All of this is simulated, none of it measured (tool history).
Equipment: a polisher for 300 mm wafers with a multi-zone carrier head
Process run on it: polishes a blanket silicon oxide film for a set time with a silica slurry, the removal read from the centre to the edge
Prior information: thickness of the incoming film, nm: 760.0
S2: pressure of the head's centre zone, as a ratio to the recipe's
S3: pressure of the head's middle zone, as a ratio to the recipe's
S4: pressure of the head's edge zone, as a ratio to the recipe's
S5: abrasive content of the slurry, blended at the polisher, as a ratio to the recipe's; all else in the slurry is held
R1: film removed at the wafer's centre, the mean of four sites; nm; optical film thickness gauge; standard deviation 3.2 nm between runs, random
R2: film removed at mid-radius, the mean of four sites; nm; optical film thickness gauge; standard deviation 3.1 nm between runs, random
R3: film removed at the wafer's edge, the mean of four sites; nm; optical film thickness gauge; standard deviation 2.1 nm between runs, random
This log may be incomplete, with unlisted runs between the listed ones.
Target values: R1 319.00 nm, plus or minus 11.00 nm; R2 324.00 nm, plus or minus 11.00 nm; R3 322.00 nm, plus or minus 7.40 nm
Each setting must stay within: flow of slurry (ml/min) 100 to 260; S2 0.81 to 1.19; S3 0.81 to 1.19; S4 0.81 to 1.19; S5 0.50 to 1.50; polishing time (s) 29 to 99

Run 1, hour 0.0: flow of slurry (ml/min) 165, S2 1.00, S3 1.00, S4 1.00, S5 1.00, polishing time (s) 64. Result: R1 285.70 nm, R2 279.77 nm, R3 286.19 nm.
Run 2, hour 3.5: flow of slurry (ml/min) 170, S2 1.00, S3 1.01, S4 1.01, S5 1.00, polishing time (s) 64. Result: R1 282.31 nm, R2 286.02 nm, R3 291.08 nm.
Run 3, hour 8.6: flow of slurry (ml/min) 170, S2 1.00, S3 1.01, S4 1.01, S5 0.90, polishing time (s) 64. Result: R1 263.91 nm, R2 270.48 nm, R3 274.99 nm.
Run 4, hour 15.5: flow of slurry (ml/min) 170, S2 1.05, S3 1.01, S4 1.01, S5 0.90, polishing time (s) 64. Result: R1 286.90 nm, R2 267.66 nm, R3 276.18 nm.
Run 5, hour 24.1: flow of slurry (ml/min) 170, S2 1.05, S3 0.93, S4 1.01, S5 0.90, polishing time (s) 64. Result: R1 280.88 nm, R2 248.23 nm, R3 275.15 nm.
Run 6, hour 28.7: flow of slurry (ml/min) 170, S2 1.05, S3 0.86, S4 1.01, S5 0.90, polishing time (s) 64. Result: R1 282.50 nm, R2 234.45 nm, R3 274.40 nm.
Run 7, hour 33.9: flow of slurry (ml/min) 220, S2 1.06, S3 0.96, S4 1.11, S5 1.05, polishing time (s) 64. Result: R1 321.37 nm, R2 290.95 nm, R3 322.79 nm.
Run 8, hour 37.1: flow of slurry (ml/min) 220, S2 1.06, S3 0.97, S4 1.11, S5 1.05, polishing time (s) 64. Result: R1 329.18 nm, R2 294.65 nm, R3 322.88 nm.
Run 9, hour 40.7: flow of slurry (ml/min) 220, S2 1.06, S3 0.98, S4 1.11, S5 1.05, polishing time (s) 64. Result: R1 319.42 nm, R2 293.07 nm, R3 319.16 nm.
Run 10, hour 42.1: flow of slurry (ml/min) 225, S2 1.06, S3 0.99, S4 1.11, S5 1.05, polishing time (s) 64. Result: R1 317.51 nm, R2 294.96 nm, R3 318.66 nm.

4 candidate next runs follow, results not yet known. Just one meets every target within its allowed miss. Identify it.
Run A, hour 43.5: flow of slurry (ml/min) 230, S2 1.10, S3 1.04, S4 0.98, S5 0.95, polishing time (s) 68. Result: R1 ?, R2 ?, R3 ?.
Run B, hour 43.5: flow of slurry (ml/min) 260, S2 0.99, S3 1.02, S4 0.99, S5 1.20, polishing time (s) 63. Result: R1 ?, R2 ?, R3 ?.
Run C, hour 43.5: flow of slurry (ml/min) 235, S2 1.07, S3 1.00, S4 1.15, S5 1.00, polishing time (s) 65. Result: R1 ?, R2 ?, R3 ?.
Run D, hour 43.5: flow of slurry (ml/min) 195, S2 1.18, S3 0.91, S4 1.11, S5 1.05, polishing time (s) 61. Result: R1 ?, R2 ?, R3 ?.

move      R1      R2      R3
   A  336.22  312.43  304.85
   B  318.90  323.85  321.62
   C  321.88  297.47  324.90
   D  332.58  258.10  301.91
A: an improvement on the last run, though not all results are within tolerance
B: all results in spec
C: an improvement on the last run, though not all results are within tolerance
D: the biggest miss grows against the last run
Answer: B
